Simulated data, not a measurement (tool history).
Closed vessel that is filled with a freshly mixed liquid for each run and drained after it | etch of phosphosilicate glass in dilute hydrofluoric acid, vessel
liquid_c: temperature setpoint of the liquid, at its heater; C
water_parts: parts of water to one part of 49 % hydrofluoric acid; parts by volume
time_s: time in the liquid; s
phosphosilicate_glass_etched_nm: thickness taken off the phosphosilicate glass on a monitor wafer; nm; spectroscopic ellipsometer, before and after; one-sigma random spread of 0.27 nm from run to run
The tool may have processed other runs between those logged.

| run | hour | liquid_c | water_parts | time_s | phosphosilicate_glass_etched_nm |
|---|---|---|---|---|---|
| 1 | 0.0 | 25.0 | 45 | 35 | 111.140 |
| 2 | 6.2 | 23.0 | 50 | 35 | 91.532 |
| 3 | 9.0 | 21.5 | 55 | 35 | 77.203 |
| 4 | 14.9 | 21.5 | 55 | 35 | 77.772 |
| 5 | 21.4 | 23.0 | 55 | 35 | 82.741 |
| 6 | 28.5 | 23.0 | 55 | 30 | 71.304 |
| 7 | 33.7 | 21.5 | 55 | 30 | 66.853 |

Run 8 comes next. What will it give?
| 8 | 40.4 | 20.5 | 55 | 30 | ? |

For run 8 the tool returned phosphosilicate_glass_etched_nm 63.582 nm.
